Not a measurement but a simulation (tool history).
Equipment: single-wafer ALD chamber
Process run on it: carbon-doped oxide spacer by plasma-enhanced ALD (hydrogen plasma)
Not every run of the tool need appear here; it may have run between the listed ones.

run,hour,heater temperature setpoint (°C),number of ALD cycles (cycles),mean film thickness on the monitor wafer (Å)
1,0.0,410,426,183.70
2,2.6,416,426,180.55
3,6.7,414,433,183.99
4,8.8,412,439,187.67
5,11.3,412,397,169.64
6,11.9,410,406,175.18
7,14.4,408,414,179.82
8,15.0,406,421,183.25

Expected results for the next run?
9,22.2,405,428,?

{"run 9": {"mean film thickness on the monitor wafer (Å)": 186.11}}
